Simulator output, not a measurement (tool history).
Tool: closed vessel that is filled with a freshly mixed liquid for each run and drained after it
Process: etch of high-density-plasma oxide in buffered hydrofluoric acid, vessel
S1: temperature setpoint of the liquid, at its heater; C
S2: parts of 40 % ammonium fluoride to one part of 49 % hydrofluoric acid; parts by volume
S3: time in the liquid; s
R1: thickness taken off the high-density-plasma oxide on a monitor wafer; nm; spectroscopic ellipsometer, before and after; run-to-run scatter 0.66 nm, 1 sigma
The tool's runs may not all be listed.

run,hour,S1,S2,S3,R1
1,0.0,20.0,21.0,90,58.600
2,1.5,20.0,21.0,90,57.982
3,9.5,21.5,20.5,90,64.133
4,10.5,21.5,20.5,100,72.295
5,11.4,24.0,20.5,100,81.953
6,18.3,21.5,20.5,100,72.124
7,21.9,22.5,20.5,100,75.246
8,24.2,23.5,20.5,100,79.215

Run 9 is up next; what results do you expect?
9,29.0,27.5,20.5,100,?

Run 9 came out at R1 98.587 nm.

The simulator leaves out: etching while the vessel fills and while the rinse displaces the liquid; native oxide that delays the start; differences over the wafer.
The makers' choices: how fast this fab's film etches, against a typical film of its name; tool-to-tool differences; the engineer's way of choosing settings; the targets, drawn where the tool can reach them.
